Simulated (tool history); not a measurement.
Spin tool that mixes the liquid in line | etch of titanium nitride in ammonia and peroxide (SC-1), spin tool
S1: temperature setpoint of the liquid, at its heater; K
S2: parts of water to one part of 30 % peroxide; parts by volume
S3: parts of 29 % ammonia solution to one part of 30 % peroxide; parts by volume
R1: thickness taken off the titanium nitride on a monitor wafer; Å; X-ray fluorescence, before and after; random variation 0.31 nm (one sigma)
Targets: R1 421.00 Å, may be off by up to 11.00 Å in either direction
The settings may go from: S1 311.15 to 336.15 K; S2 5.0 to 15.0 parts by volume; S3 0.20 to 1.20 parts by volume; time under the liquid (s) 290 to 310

{"run": 1, "hour": 0.0, "S1": 320.15, "S2": 8.5, "S3": 0.9, "time under the liquid (s)": 290, "R1": 194.25}
{"run": 2, "hour": 2.0, "S1": 323.65, "S2": 8.5, "S3": 0.9, "time under the liquid (s)": 290, "R1": 249.48}
{"run": 3, "hour": 8.3, "S1": 324.65, "S2": 8.5, "S3": 0.9, "time under the liquid (s)": 290, "R1": 262.61}
{"run": 4, "hour": 15.2, "S1": 324.65, "S2": 11.0, "S3": 0.9, "time under the liquid (s)": 290, "R1": 238.27}
{"run": 5, "hour": 22.3, "S1": 325.65, "S2": 11.0, "S3": 0.9, "time under the liquid (s)": 290, "R1": 248.76}
{"run": 6, "hour": 24.1, "S1": 325.65, "S2": 11.0, "S3": 0.9, "time under the liquid (s)": 310, "R1": 270.13}
{"run": 7, "hour": 32.2, "S1": 326.15, "S2": 11.0, "S3": 0.9, "time under the liquid (s)": 310, "R1": 278.52}
{"run": 8, "hour": 41.0, "S1": 326.65, "S2": 11.0, "S3": 0.9, "time under the liquid (s)": 310, "R1": 285.95}
{"run": 9, "hour": 46.4, "S1": 327.15, "S2": 11.0, "S3": 0.9, "time under the liquid (s)": 310, "R1": 295.18}
{"run": 10, "hour": 52.1, "S1": 333.15, "S2": 11.0, "S3": 0.9, "time under the liquid (s)": 310, "R1": 442.39}

Pick the move, out of 5, that brings all results within their allowed miss; only one does.
{"run": "A", "hour": 57.8, "S1": 334.15, "S2": 11.5, "S3": 1.0, "time under the liquid (s)": 305, "R1": "?"}
{"run": "B", "hour": 57.8, "S1": 334.15, "S2": 11.5, "S3": 0.8, "time under the liquid (s)": 310, "R1": "?"}
{"run": "C", "hour": 57.8, "S1": 331.65, "S2": 10.5, "S3": 1.05, "time under the liquid (s)": 290, "R1": "?"}
{"run": "D", "hour": 57.8, "S1": 334.65, "S2": 12.0, "S3": 0.65, "time under the liquid (s)": 310, "R1": "?"}
{"run": "E", "hour": 57.8, "S1": 333.65, "S2": 13.0, "S3": 0.9, "time under the liquid (s)": 310, "R1": "?"}

move=A R1=462.73
move=B R1=453.84
move=C R1=393.91
move=D R1=442.82
move=E R1=420.10
A: further off than the last run
B: further off than the last run
C: takes the result that was furthest off past its target
D: just as far off the targets as the last run
E: hits every target within its allowed miss
Answer: E

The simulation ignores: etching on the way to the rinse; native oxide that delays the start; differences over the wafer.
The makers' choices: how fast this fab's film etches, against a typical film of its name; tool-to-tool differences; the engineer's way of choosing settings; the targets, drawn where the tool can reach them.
